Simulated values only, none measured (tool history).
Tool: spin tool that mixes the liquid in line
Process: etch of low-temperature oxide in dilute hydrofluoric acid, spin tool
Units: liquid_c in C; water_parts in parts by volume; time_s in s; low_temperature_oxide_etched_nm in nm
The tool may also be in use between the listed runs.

| run | day | liquid_c | water_parts | time_s | low_temperature_oxide_etched_nm |
|---|---|---|---|---|---|
| 1 | 0 | 22 | 135 | 125 | 11.873 |
| 2 | 0.283 | 20.5 | 135 | 125 | 11.157 |
| 3 | 0.362 | 23.5 | 100 | 125 | 17.667 |
| 4 | 0.7 | 25.5 | 75 | 125 | 26.397 |
| 5 | 0.971 | 24 | 75 | 125 | 24.686 |
| 6 | 1.196 | 25.5 | 60 | 125 | 33.884 |

Forecast run 7:
| 7 | 1.525 | 27 | 55 | 125 | ? |

{"run 7": {"low_temperature_oxide_etched_nm": 39.034}}
